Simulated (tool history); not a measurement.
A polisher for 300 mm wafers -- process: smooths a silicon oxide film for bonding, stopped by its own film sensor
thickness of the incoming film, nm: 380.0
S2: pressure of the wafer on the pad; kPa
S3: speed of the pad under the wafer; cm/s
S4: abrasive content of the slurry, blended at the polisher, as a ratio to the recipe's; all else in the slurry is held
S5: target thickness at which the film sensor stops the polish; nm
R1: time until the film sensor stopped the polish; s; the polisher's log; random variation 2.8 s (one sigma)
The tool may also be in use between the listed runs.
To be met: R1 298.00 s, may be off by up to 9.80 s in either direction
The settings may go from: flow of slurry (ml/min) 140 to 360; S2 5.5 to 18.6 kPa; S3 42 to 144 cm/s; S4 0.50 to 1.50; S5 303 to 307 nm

run 1 hour=0.0 | flow_of_slurry_(ml/min)=230 S2=11.7 S3=92 S4=1.00 S5=307 | R1=115.35
run 2 hour=3.7 | flow_of_slurry_(ml/min)=230 S2=11.7 S3=102 S4=1.00 S5=307 | R1=107.56
run 3 hour=5.1 | flow_of_slurry_(ml/min)=230 S2=10.3 S3=102 S4=1.00 S5=307 | R1=118.11
run 4 hour=10.3 | flow_of_slurry_(ml/min)=275 S2=10.3 S3=102 S4=1.00 S5=307 | R1=119.53
run 5 hour=13.9 | flow_of_slurry_(ml/min)=275 S2=10.3 S3=102 S4=1.00 S5=307 | R1=119.10
run 6 hour=20.7 | flow_of_slurry_(ml/min)=275 S2=12.4 S3=102 S4=1.00 S5=307 | R1=100.54
run 7 hour=26.0 | flow_of_slurry_(ml/min)=275 S2=11.0 S3=90 S4=1.00 S5=307 | R1=122.25
run 8 hour=28.8 | flow_of_slurry_(ml/min)=275 S2=9.7 S3=80 S4=0.95 S5=307 | R1=157.58
run 9 hour=35.0 | flow_of_slurry_(ml/min)=275 S2=9.0 S3=74 S4=0.95 S5=307 | R1=175.64
run 10 hour=35.6 | flow_of_slurry_(ml/min)=275 S2=8.3 S3=68 S4=0.95 S5=307 | R1=198.99
run 11 hour=36.8 | flow_of_slurry_(ml/min)=275 S2=7.6 S3=64 S4=0.95 S5=307 | R1=222.92
run 12 hour=38.5 | flow_of_slurry_(ml/min)=275 S2=6.9 S3=62 S4=0.95 S5=307 | R1=253.41
run 13 hour=41.8 | flow_of_slurry_(ml/min)=270 S2=6.9 S3=62 S4=0.95 S5=307 | R1=251.85
run 14 hour=44.7 | flow_of_slurry_(ml/min)=270 S2=5.5 S3=56 S4=0.95 S5=307 | R1=325.60
run 15 hour=51.7 | flow_of_slurry_(ml/min)=280 S2=5.5 S3=56 S4=0.95 S5=307 | R1=329.02

Next run, 5 choices. One meets every target within its allowed miss, the rest don't. Which?
run A hour=58.7 | flow_of_slurry_(ml/min)=250 S2=5.5 S3=48 S4=1.00 S5=307 | R1=?
run B hour=58.7 | flow_of_slurry_(ml/min)=250 S2=6.9 S3=48 S4=0.95 S5=307 | R1=?
run C hour=58.7 | flow_of_slurry_(ml/min)=290 S2=5.5 S3=48 S4=1.05 S5=303 | R1=?
run D hour=58.7 | flow_of_slurry_(ml/min)=300 S2=5.5 S3=66 S4=1.10 S5=307 | R1=?
run E hour=58.7 | flow_of_slurry_(ml/min)=240 S2=5.5 S3=58 S4=1.00 S5=307 | R1=?

move=A R1=358.57
move=B R1=301.14
move=C R1=360.49
move=D R1=272.52
move=E R1=321.58
A: misses by more than the last run did
B: every result lands within tolerance
C: misses by more than the last run did
D: the result that was furthest off in the last run now lies on the other side of its target
E: moves toward the targets from the last run without getting all of them in spec
Answer: B
